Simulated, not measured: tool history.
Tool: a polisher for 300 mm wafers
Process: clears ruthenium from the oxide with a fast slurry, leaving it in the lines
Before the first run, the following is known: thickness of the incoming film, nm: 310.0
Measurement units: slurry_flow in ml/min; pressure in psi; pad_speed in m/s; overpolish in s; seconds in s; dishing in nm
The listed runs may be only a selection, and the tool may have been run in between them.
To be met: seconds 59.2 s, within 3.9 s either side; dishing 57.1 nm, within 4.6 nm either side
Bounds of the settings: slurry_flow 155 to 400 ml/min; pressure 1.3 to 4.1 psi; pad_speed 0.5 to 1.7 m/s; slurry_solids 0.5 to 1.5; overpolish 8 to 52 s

run 1 hour=0 | slurry_flow=255 pressure=2.7 pad_speed=1.1 slurry_solids=1 overpolish=26 | seconds=56.008 dishing=87.045
run 2 hour=8.4 | slurry_flow=255 pressure=2.7 pad_speed=1.1 slurry_solids=1 overpolish=25 | seconds=52.531 dishing=86.879
run 3 hour=14.6 | slurry_flow=255 pressure=2.7 pad_speed=1.1 slurry_solids=1 overpolish=24 | seconds=53.917 dishing=87.118
run 4 hour=19.8 | slurry_flow=255 pressure=2.7 pad_speed=1.1 slurry_solids=1 overpolish=22 | seconds=54.533 dishing=79.626
run 5 hour=21.3 | slurry_flow=255 pressure=2.7 pad_speed=1.1 slurry_solids=1 overpolish=21 | seconds=55.726 dishing=76.76
run 6 hour=29.1 | slurry_flow=255 pressure=2.7 pad_speed=0.94 slurry_solids=1 overpolish=21 | seconds=60.677 dishing=66.025
run 7 hour=35.5 | slurry_flow=255 pressure=2.7 pad_speed=0.94 slurry_solids=1 overpolish=20 | seconds=59.932 dishing=69.026
run 8 hour=42 | slurry_flow=255 pressure=2.7 pad_speed=0.94 slurry_solids=1 overpolish=19 | seconds=63.377 dishing=66.201
run 9 hour=50.1 | slurry_flow=255 pressure=3 pad_speed=0.96 slurry_solids=1 overpolish=10 | seconds=55.276 dishing=39.128
run 10 hour=56.6 | slurry_flow=255 pressure=2.9 pad_speed=0.98 slurry_solids=1 overpolish=11 | seconds=56.534 dishing=43.051
run 11 hour=64.3 | slurry_flow=255 pressure=2.9 pad_speed=1 slurry_solids=1 overpolish=11 | seconds=53.613 dishing=43.354
run 12 hour=70.4 | slurry_flow=255 pressure=2.8 pad_speed=1 slurry_solids=1 overpolish=11 | seconds=57.594 dishing=41.847
run 13 hour=74.5 | slurry_flow=255 pressure=2.8 pad_speed=1 slurry_solids=1 overpolish=12 | seconds=57.859 dishing=47.108
run 14 hour=82.3 | slurry_flow=255 pressure=2.7 pad_speed=1.06 slurry_solids=1 overpolish=13 | seconds=56.223 dishing=51.322

Of the 5 settings listed for the next run, only one would bring every result within its allowed miss of target. Which one?
run A hour=90.1 | slurry_flow=255 pressure=2.8 pad_speed=0.92 slurry_solids=1 overpolish=11 | seconds=? dishing=?
run B hour=90.1 | slurry_flow=270 pressure=3.1 pad_speed=0.86 slurry_solids=1 overpolish=16 | seconds=? dishing=?
run C hour=90.1 | slurry_flow=255 pressure=2.9 pad_speed=1.04 slurry_solids=1.05 overpolish=11 | seconds=? dishing=?
run D hour=90.1 | slurry_flow=270 pressure=2.8 pad_speed=1.4 slurry_solids=0.7 overpolish=17 | seconds=? dishing=?
run E hour=90.1 | slurry_flow=230 pressure=2.1 pad_speed=1.12 slurry_solids=1.1 overpolish=13 | seconds=? dishing=?

move=A seconds=62.736 dishing=41.269
move=B seconds=60.602 dishing=58.912
move=C seconds=54.214 dishing=46.966
move=D seconds=52.971 dishing=69.237
move=E seconds=64.787 dishing=46.509
A: moves away from the targets compared with the last run
B: all results in spec
C: moves away from the targets compared with the last run
D: takes the biggest miss from the last run beyond its target
E: moves away from the targets compared with the last run
Correct choice: B, which meets every target
